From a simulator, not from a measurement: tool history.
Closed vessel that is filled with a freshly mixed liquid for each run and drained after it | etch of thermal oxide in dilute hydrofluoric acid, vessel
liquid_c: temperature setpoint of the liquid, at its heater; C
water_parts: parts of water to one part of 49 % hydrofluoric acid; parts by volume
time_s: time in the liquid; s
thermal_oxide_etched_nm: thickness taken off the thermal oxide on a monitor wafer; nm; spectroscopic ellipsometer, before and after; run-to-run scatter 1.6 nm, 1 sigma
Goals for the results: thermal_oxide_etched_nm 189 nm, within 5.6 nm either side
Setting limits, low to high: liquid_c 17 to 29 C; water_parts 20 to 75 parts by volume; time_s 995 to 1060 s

{"run": 1, "hour": 0.0, "liquid_c": 21, "water_parts": 45, "time_s": 995, "thermal_oxide_etched_nm": 89.283}
{"run": 2, "hour": 7.5, "liquid_c": 22, "water_parts": 45, "time_s": 995, "thermal_oxide_etched_nm": 94.027}
{"run": 3, "hour": 9.1, "liquid_c": 22, "water_parts": 45, "time_s": 1060, "thermal_oxide_etched_nm": 100.27}
{"run": 4, "hour": 16.3, "liquid_c": 22, "water_parts": 45, "time_s": 995, "thermal_oxide_etched_nm": 93.352}
{"run": 5, "hour": 20.4, "liquid_c": 22.5, "water_parts": 45, "time_s": 995, "thermal_oxide_etched_nm": 94.884}
{"run": 6, "hour": 29.1, "liquid_c": 22.5, "water_parts": 45, "time_s": 995, "thermal_oxide_etched_nm": 95.716}
{"run": 7, "hour": 36.4, "liquid_c": 23, "water_parts": 45, "time_s": 995, "thermal_oxide_etched_nm": 96.479}
{"run": 8, "hour": 39.5, "liquid_c": 23.5, "water_parts": 45, "time_s": 995, "thermal_oxide_etched_nm": 99.215}
{"run": 9, "hour": 45.9, "liquid_c": 24, "water_parts": 45, "time_s": 995, "thermal_oxide_etched_nm": 102.42}

Exercise: of the 4 proposed moves below, exactly one satisfies all targets within the stated allowed misses. Which move is it?
{"run": "A", "hour": 52.3, "liquid_c": 23.5, "water_parts": 25, "time_s": 1030, "thermal_oxide_etched_nm": "?"}
{"run": "B", "hour": 52.3, "liquid_c": 26.5, "water_parts": 25, "time_s": 1030, "thermal_oxide_etched_nm": "?"}
{"run": "C", "hour": 52.3, "liquid_c": 26, "water_parts": 30, "time_s": 1060, "thermal_oxide_etched_nm": "?"}
{"run": "D", "hour": 52.3, "liquid_c": 26, "water_parts": 30, "time_s": 1055, "thermal_oxide_etched_nm": "?"}

move=A thermal_oxide_etched_nm=191.47
move=B thermal_oxide_etched_nm=216.95
move=C thermal_oxide_etched_nm=180.82
move=D thermal_oxide_etched_nm=179.97
A: all results in spec
B: pushes the last run's worst result past its target
C: closer than the last run, but not yet in spec
D: closer than the last run, but not yet in spec
So the answer is move A, the one that meets all the targets.
